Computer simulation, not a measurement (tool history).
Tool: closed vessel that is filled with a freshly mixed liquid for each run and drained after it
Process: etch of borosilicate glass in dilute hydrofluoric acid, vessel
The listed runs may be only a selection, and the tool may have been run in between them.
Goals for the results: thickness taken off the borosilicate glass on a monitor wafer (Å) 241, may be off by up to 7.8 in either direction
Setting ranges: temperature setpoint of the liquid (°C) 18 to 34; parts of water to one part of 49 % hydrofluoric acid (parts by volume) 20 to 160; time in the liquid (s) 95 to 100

run,day,temperature setpoint of the liquid (°C),parts of water to one part of 49 % hydrofluoric acid (parts by volume),time in the liquid (s),thickness taken off the borosilicate glass on a monitor wafer (Å)
1,0,26,90,95,291.07
2,0.246,25.5,90,95,286.8
3,0.354,25,90,95,282.07
4,0.454,24.5,90,95,276.08
5,0.771,24.5,90,100,287.48
6,0.954,24,90,100,282.13
7,1.183,23.5,90,100,279.3
8,1.204,23,90,100,272.35

5 candidate next runs follow, results not yet known. Just one meets every target within its allowed miss. Identify it.
A,1.225,23,95,95,?
B,1.225,18.5,75,100,?
C,1.225,19.5,70,100,?
D,1.225,23.5,80,100,?
E,1.225,22.5,80,100,?

move,thickness taken off the borosilicate glass on a monitor wafer (Å)
A,241.22
B,274.12
C,308.16
D,313.75
E,301.33
A: all results land within tolerance of their targets
B: lands further from the targets than the last run did
C: lands further from the targets than the last run did
D: lands further from the targets than the last run did
E: lands further from the targets than the last run did
So the answer is move A, the one that meets all the targets.
